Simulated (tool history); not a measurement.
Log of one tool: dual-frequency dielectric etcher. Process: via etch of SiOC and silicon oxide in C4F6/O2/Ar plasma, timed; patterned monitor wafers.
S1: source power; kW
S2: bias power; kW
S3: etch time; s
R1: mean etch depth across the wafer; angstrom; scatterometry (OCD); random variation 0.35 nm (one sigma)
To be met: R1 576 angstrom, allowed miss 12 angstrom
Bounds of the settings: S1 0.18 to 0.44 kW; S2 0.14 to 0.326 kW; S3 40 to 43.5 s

Run 1, hour 0: S1 0.31 kW, S2 0.233 kW, S3 43.5 s. Result: R1 469.52 angstrom.
Run 2, hour 4.6: S1 0.36 kW, S2 0.233 kW, S3 43.5 s. Result: R1 499.42 angstrom.
Run 3, hour 5.9: S1 0.36 kW, S2 0.233 kW, S3 43.5 s. Result: R1 498.22 angstrom.
Run 4, hour 12.4: S1 0.37 kW, S2 0.238 kW, S3 43.5 s. Result: R1 505.27 angstrom.
Run 5, hour 20.4: S1 0.38 kW, S2 0.244 kW, S3 43.5 s. Result: R1 515.27 angstrom.
Run 6, hour 27.2: S1 0.36 kW, S2 0.244 kW, S3 43.5 s. Result: R1 509.6 angstrom.
Run 7, hour 34.1: S1 0.37 kW, S2 0.248 kW, S3 43.5 s. Result: R1 510.03 angstrom.
At hour 41.2: wet clean of the chamber.
Run 8, hour 41.2: S1 0.38 kW, S2 0.255 kW, S3 43.5 s. Result: R1 536.78 angstrom.

5 next moves are on the table. One of them brings every result within its allowed miss. Which?
Run A, hour 48.3: S1 0.42 kW, S2 0.241 kW, S3 43.5 s. Result: R1 ?.
Run B, hour 48.3: S1 0.4 kW, S2 0.291 kW, S3 40.5 s. Result: R1 ?.
Run C, hour 48.3: S1 0.42 kW, S2 0.306 kW, S3 43.5 s. Result: R1 ?.
Run D, hour 48.3: S1 0.44 kW, S2 0.321 kW, S3 42.5 s. Result: R1 ?.
Run E, hour 48.3: S1 0.43 kW, S2 0.287 kW, S3 42 s. Result: R1 ?.

move      R1
   A  548.85
   B  540.94
   C  604.62
   D  613.52
   E   574.1
A: nearer than the last run, and not there yet
B: nearer than the last run, and not there yet
C: takes the result that was furthest off past its target
D: takes the result that was furthest off past its target
E: meets every target
Answer: E
